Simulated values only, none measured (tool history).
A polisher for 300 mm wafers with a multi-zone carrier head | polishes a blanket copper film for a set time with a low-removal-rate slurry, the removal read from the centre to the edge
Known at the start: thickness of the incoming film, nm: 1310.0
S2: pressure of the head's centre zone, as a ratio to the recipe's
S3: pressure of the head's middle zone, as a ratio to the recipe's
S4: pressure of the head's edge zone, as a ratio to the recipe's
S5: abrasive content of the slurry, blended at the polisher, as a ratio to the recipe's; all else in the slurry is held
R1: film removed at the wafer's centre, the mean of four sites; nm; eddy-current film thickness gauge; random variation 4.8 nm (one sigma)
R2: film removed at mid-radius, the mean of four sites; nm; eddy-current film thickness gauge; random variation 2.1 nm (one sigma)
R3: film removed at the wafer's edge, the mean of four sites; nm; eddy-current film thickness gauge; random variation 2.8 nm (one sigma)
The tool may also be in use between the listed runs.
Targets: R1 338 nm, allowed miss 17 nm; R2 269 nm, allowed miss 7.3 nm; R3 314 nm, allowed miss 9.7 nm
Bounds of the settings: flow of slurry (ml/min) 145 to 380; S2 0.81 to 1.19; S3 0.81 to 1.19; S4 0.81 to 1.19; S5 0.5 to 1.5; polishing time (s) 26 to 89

run 1 day=0 | flow_of_slurry_(ml/min)=245 S2=1 S3=1 S4=1 S5=1 polishing_time_(s)=57 | R1=202.08 R2=206.51 R3=209.15
run 2 day=0.171 | flow_of_slurry_(ml/min)=250 S2=1.02 S3=0.99 S4=1.02 S5=1.05 polishing_time_(s)=58 | R1=217.46 R2=211.08 R3=217.56
run 3 day=0.521 | flow_of_slurry_(ml/min)=250 S2=1.03 S3=0.98 S4=1.04 S5=1.1 polishing_time_(s)=59 | R1=228.74 R2=217.9 R3=224.31
run 4 day=0.846 | flow_of_slurry_(ml/min)=250 S2=1.03 S3=0.96 S4=1.05 S5=1.15 polishing_time_(s)=60 | R1=236.63 R2=219.63 R3=239.73
run 5 day=0.871 | flow_of_slurry_(ml/min)=250 S2=1.08 S3=0.96 S4=1.05 S5=1.15 polishing_time_(s)=60 | R1=246.59 R2=216.51 R3=233.39
run 6 day=1.192 | flow_of_slurry_(ml/min)=210 S2=1.08 S3=0.96 S4=1.05 S5=1.15 polishing_time_(s)=60 | R1=236.79 R2=211.38 R3=230.07
run 7 day=1.438 | flow_of_slurry_(ml/min)=220 S2=1.08 S3=0.96 S4=1.06 S5=1.2 polishing_time_(s)=61 | R1=242.62 R2=219.82 R3=238.28
run 8 day=1.717 | flow_of_slurry_(ml/min)=230 S2=1.09 S3=0.96 S4=1.07 S5=1.25 polishing_time_(s)=62 | R1=251.21 R2=230.12 R3=250.28
run 9 day=1.85 | flow_of_slurry_(ml/min)=240 S2=1.1 S3=0.95 S4=1.08 S5=1.3 polishing_time_(s)=62 | R1=267.01 R2=231.67 R3=253.92
run 10 day=2.117 | flow_of_slurry_(ml/min)=250 S2=1.1 S3=0.95 S4=1.09 S5=1.3 polishing_time_(s)=62 | R1=260.15 R2=228.04 R3=254.16
run 11 day=2.217 | flow_of_slurry_(ml/min)=255 S2=1.11 S3=0.95 S4=1.1 S5=1.3 polishing_time_(s)=63 | R1=277.82 R2=233.16 R3=262.58
run 12 day=2.35 | flow_of_slurry_(ml/min)=260 S2=1.11 S3=0.95 S4=1.11 S5=1.3 polishing_time_(s)=63 | R1=272.6 R2=236.31 R3=264.82

Which of these 4 next moves meets every target?
run A day=2.483 | flow_of_slurry_(ml/min)=265 S2=1.15 S3=0.91 S4=1.15 S5=1.5 polishing_time_(s)=67 | R1=? R2=? R3=?
run B day=2.483 | flow_of_slurry_(ml/min)=330 S2=1.13 S3=0.81 S4=1.08 S5=1.3 polishing_time_(s)=75 | R1=? R2=? R3=?
run C day=2.483 | flow_of_slurry_(ml/min)=300 S2=1.17 S3=0.94 S4=1.04 S5=1.3 polishing_time_(s)=72 | R1=? R2=? R3=?
run D day=2.483 | flow_of_slurry_(ml/min)=320 S2=1.16 S3=0.91 S4=1.16 S5=1.45 polishing_time_(s)=71 | R1=? R2=? R3=?

move=A R1=311.93 R2=248.93 R3=292.24
move=B R1=341.06 R2=252.26 R3=313.11
move=C R1=335.91 R2=269.96 R3=292.42
move=D R1=338.47 R2=267.16 R3=313.57
A: nearer than the last run, and not there yet
B: brings the result that was furthest off to its target, and leaves another outside
C: nearer than the last run, and not there yet
D: meets every target
The right move is D.
